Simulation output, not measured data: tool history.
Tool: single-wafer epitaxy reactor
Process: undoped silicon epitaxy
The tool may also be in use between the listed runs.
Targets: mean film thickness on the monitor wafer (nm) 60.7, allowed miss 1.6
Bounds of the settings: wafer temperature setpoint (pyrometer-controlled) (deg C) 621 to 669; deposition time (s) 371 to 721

run	hour	wafer temperature setpoint (pyrometer-controlled) (deg C)	deposition time (s)	mean film thickness on the monitor wafer (nm)
1	0	645	546	77.528
2	1	645	511	72.345
3	6.7	655	511	87.686
4	8.9	650	509	79.566
5	13.8	645	509	73.071
6	14.6	645	562	80.412
7	15.1	641	561	74.473
8	18.9	638	560	69.451

5 next moves are on the table. One of them brings every result within its allowed miss. Which?
A	22.7	627	563	?
B	22.7	631	707	?
C	22.7	632	544	?
D	22.7	639	517	?
E	22.7	648	575	?

move	mean film thickness on the monitor wafer (nm)
A	56.166
B	76.404
C	59.97
D	65.439
E	86.696
A: takes the result that was furthest off past its target
B: further off than the last run
C: meets every target
D: nearer than the last run, and not there yet
E: further off than the last run
Move C is the one to make.

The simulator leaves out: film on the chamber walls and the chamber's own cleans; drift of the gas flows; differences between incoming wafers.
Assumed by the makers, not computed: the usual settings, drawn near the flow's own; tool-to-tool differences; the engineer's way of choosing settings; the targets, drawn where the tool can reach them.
